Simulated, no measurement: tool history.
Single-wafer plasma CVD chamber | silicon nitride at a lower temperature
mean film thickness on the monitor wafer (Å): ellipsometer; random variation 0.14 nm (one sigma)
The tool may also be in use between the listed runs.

run  hour  heater temperature setpoint (deg C)  chamber pressure (Torr)  RF power (kW)  deposition time (s)  mean film thickness on the monitor wafer (Å)
  1     0                                  360                     2.02          0.245                 22.8                                        236.15
  2     7                                  360                     2.02           0.21                 22.8                                        213.46
  3  14.9                                  360                     2.29           0.21                 22.8                                        220.91
  4  22.8                                  360                     2.43          0.235                 22.9                                        244.55
  5  27.5                                  360                     2.43          0.205                 22.9                                         221.7
  6  32.4                                  370                     2.43          0.205                 22.9                                        221.39
  7  40.8                                  370                     2.53           0.23                   23                                        243.48
  8  42.1                                  370                     2.82           0.27                 23.2                                           280

Run 9 comes next. What will it give?
  9  48.7                                  370                     2.82          0.275                 23.2                                             ?

mean film thickness on the monitor wafer (Å): 283.85

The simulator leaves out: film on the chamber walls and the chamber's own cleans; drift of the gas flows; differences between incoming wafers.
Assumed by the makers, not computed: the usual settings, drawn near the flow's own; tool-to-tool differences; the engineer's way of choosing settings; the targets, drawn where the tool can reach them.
